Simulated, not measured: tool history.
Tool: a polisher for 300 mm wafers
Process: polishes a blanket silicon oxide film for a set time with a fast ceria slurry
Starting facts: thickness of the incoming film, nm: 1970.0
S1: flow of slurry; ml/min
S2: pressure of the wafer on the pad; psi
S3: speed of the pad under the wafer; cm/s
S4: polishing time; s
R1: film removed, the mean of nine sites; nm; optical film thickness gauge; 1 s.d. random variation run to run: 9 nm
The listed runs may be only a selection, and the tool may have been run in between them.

run	day	S1	S2	S3	S4	R1
1	0.000	245	2.4	84	79	862.32
2	0.175	245	2.4	84	83	952.54
3	0.275	185	2.4	84	83	929.93
4	0.346	185	2.3	84	83	863.66
5	0.379	185	2.3	84	79	840.15
6	0.692	185	2.3	92	79	910.84
7	1.042	185	2.2	92	79	894.39
8	1.188	185	2.1	92	79	824.33
9	1.346	185	2.0	92	79	793.78

Estimate the outcome of run 10 from the log above:
10	1.483	185	2.0	92	79	?

{"run 10": {"R1": 813.26}}
